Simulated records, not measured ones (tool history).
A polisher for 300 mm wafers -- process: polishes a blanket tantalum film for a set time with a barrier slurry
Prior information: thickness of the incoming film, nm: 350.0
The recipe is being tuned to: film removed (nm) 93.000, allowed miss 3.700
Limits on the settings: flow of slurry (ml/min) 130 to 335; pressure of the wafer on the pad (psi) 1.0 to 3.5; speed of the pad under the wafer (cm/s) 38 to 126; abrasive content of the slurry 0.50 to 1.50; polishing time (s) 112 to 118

run	hour	flow of slurry (ml/min)	pressure of the wafer on the pad (psi)	speed of the pad under the wafer (cm/s)	abrasive content of the slurry	polishing time (s)	film removed (nm)
1	0.0	215	2.2	82	1.00	112	128.250
2	4.3	215	2.5	82	1.00	112	143.120
3	12.8	215	2.5	72	1.00	112	125.420
4	16.5	215	2.5	72	1.00	118	131.560
5	25.0	215	2.5	72	1.00	112	126.350
# hour 30.0: slurry blender recalibrated
6	30.0	215	2.0	72	1.00	112	112.800
7	38.8	215	1.9	72	1.00	112	109.980
8	46.4	215	1.8	72	1.00	112	104.110

Next run, 4 choices. One meets every target within its allowed miss, the rest don't. Which?
A	54.0	225	2.0	72	0.95	117	?
B	54.0	175	1.4	98	0.80	117	?
C	54.0	170	1.9	78	0.60	112	?
D	54.0	205	1.8	72	1.00	112	?

move	film removed (nm)
A	119.720
B	108.870
C	94.181
D	105.400
A: its largest miss is bigger than the last run's
B: its largest miss is bigger than the last run's
C: all results in spec
D: its largest miss is bigger than the last run's
C meets every target.
